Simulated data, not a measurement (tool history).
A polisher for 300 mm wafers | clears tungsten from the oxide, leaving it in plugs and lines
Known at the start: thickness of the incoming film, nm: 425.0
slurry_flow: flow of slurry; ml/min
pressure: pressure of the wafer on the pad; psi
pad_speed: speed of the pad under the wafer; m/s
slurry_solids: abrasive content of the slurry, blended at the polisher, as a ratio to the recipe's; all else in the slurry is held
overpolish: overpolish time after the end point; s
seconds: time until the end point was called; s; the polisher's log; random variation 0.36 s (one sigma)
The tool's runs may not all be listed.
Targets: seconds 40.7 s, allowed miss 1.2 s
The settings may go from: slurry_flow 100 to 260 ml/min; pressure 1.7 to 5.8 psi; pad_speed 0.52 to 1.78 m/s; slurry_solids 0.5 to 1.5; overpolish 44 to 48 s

run  hour  slurry_flow  pressure  pad_speed  slurry_solids  overpolish  seconds
  1     0          165       3.7       1.14              1          44   64.437
  2   8.6          170         4       1.14              1          44   60.917
  3  10.4          170       4.3       1.14              1          44   56.835
  4  19.2          175       4.6       1.14              1          44   54.348
  5    20          175       4.8       1.16              1          44   51.406
  6  24.1          175         5       1.18              1          44    48.79
  7  33.2          175       5.2       1.18              1          44   47.336
  8    42          180       5.3       1.18              1          44   47.125
  9    46          180       5.8       1.22              1          44   42.119

5 next moves are on the table. One of them brings every result within its allowed miss. Which?
  A    50          205       5.8       1.32              1          48        ?
  B    50          180       5.6       1.22              1          44        ?
  C    50          175       5.8       1.36           1.05          44        ?
  D    50          205       5.6       1.14            1.1          44        ?
  E    50          195       5.8       1.24              1          44        ?

move  seconds
   A   38.875
   B   43.835
   C   37.837
   D   44.585
   E   41.556
A: takes the result that was furthest off past its target
B: further off than the last run
C: takes the result that was furthest off past its target
D: further off than the last run
E: meets every target
Answer: E
